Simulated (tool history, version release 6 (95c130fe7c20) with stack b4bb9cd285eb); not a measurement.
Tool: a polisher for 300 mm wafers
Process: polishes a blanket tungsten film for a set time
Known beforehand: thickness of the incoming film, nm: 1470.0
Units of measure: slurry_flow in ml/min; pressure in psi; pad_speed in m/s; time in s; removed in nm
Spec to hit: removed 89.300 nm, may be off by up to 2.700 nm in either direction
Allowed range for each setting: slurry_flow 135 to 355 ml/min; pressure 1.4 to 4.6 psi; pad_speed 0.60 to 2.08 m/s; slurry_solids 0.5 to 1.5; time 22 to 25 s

{"run": 1, "day": 0.0, "slurry_flow": 225, "pressure": 3.0, "pad_speed": 1.34, "slurry_solids": 1.0, "time": 25, "removed": 109.97}
{"run": 2, "day": 0.192, "slurry_flow": 225, "pressure": 3.0, "pad_speed": 1.34, "slurry_solids": 1.0, "time": 25, "removed": 110.1}
{"run": 3, "day": 0.225, "slurry_flow": 250, "pressure": 3.0, "pad_speed": 1.34, "slurry_solids": 1.0, "time": 25, "removed": 113.09}
{"run": 4, "day": 0.562, "slurry_flow": 250, "pressure": 3.0, "pad_speed": 1.34, "slurry_solids": 1.0, "time": 22, "removed": 100.27}
{"run": 5, "day": 0.867, "slurry_flow": 250, "pressure": 3.0, "pad_speed": 1.54, "slurry_solids": 1.0, "time": 22, "removed": 109.88}
{"run": 6, "day": 1.15, "slurry_flow": 250, "pressure": 2.9, "pad_speed": 1.54, "slurry_solids": 1.0, "time": 22, "removed": 104.55}
{"run": 7, "day": 1.233, "slurry_flow": 250, "pressure": 2.8, "pad_speed": 1.54, "slurry_solids": 1.0, "time": 22, "removed": 103.45}
{"run": 8, "day": 1.525, "slurry_flow": 250, "pressure": 2.7, "pad_speed": 1.54, "slurry_solids": 1.0, "time": 22, "removed": 101.36}
{"run": 9, "day": 1.596, "slurry_flow": 250, "pressure": 2.6, "pad_speed": 1.54, "slurry_solids": 1.0, "time": 22, "removed": 99.769}

Consider the 4 candidate settings below. Which is the only one whose results all fall within their allowed miss of target?
{"run": "A", "day": 1.667, "slurry_flow": 225, "pressure": 2.4, "pad_speed": 1.34, "slurry_solids": 0.8, "time": 22, "removed": "?"}
{"run": "B", "day": 1.667, "slurry_flow": 255, "pressure": 2.3, "pad_speed": 1.32, "slurry_solids": 1.2, "time": 22, "removed": "?"}
{"run": "C", "day": 1.667, "slurry_flow": 355, "pressure": 3.0, "pad_speed": 1.1, "slurry_solids": 0.9, "time": 24, "removed": "?"}
{"run": "D", "day": 1.667, "slurry_flow": 280, "pressure": 2.2, "pad_speed": 1.6, "slurry_solids": 1.1, "time": 22, "removed": "?"}

move=A removed=81.586
move=B removed=88.338
move=C removed=97.173
move=D removed=96.130
A: takes the biggest miss from the last run beyond its target
B: all results in spec
C: nearer the targets than the last run, but a result is still out of spec
D: nearer the targets than the last run, but a result is still out of spec
Answer: B

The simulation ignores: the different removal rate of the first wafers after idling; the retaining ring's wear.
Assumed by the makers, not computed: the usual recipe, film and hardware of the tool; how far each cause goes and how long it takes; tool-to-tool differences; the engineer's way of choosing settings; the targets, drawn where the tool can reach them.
